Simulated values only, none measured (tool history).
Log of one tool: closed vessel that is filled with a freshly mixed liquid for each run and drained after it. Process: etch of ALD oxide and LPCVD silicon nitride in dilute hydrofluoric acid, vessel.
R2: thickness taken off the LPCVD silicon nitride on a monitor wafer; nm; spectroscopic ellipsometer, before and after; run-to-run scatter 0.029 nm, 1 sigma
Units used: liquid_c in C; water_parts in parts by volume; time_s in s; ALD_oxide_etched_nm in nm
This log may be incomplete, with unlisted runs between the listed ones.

run 1 hour=0 | liquid_c=21 water_parts=225 time_s=1165 | ALD_oxide_etched_nm=48.094 R2=2.1928
run 2 hour=4 | liquid_c=21 water_parts=225 time_s=1585 | ALD_oxide_etched_nm=65.544 R2=2.9716
run 3 hour=13.5 | liquid_c=23 water_parts=225 time_s=1585 | ALD_oxide_etched_nm=71.19 R2=3.3844
run 4 hour=15.2 | liquid_c=23.5 water_parts=240 time_s=1610 | ALD_oxide_etched_nm=67.506 R2=3.3308
run 5 hour=19.5 | liquid_c=23.5 water_parts=250 time_s=1630 | ALD_oxide_etched_nm=65.88 R2=3.2096
run 6 hour=25.5 | liquid_c=21 water_parts=250 time_s=1630 | ALD_oxide_etched_nm=59.507 R2=2.705
run 7 hour=28.4 | liquid_c=22 water_parts=260 time_s=1635 | ALD_oxide_etched_nm=58.771 R2=2.8591
run 8 hour=31.7 | liquid_c=22.5 water_parts=265 time_s=1650 | ALD_oxide_etched_nm=58.704 R2=2.9336

Run 9, settings as shown, results not yet in. Your forecast:
run 9 hour=37.3 | liquid_c=22.5 water_parts=270 time_s=1660 | ALD_oxide_etched_nm=? R2=?

ALD_oxide_etched_nm: 58.298 nm
R2: 2.8413 nm
